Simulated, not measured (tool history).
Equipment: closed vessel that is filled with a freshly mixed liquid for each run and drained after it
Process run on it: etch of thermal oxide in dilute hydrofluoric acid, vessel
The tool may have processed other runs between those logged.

run,hour,temperature setpoint of the liquid (°C),parts of water to one part of 49 % hydrofluoric acid (parts by volume),time in the liquid (s),thickness taken off the thermal oxide on a monitor wafer (Å)
1,0,23,250,400,64.274
2,4.4,24.5,210,400,83.886
3,12.5,26,180,400,106.79
4,14.7,23,180,400,96.304
5,17.8,23,105,400,179.38
6,26.4,24,100,400,196.66
7,35.9,25,100,400,202.54
8,41.3,26,100,400,212.93
9,47,26.5,100,400,215.66

Run 10 is up next; what results do you expect?
10,53.3,27,100,400,?

thickness taken off the thermal oxide on a monitor wafer (Å): 220.66
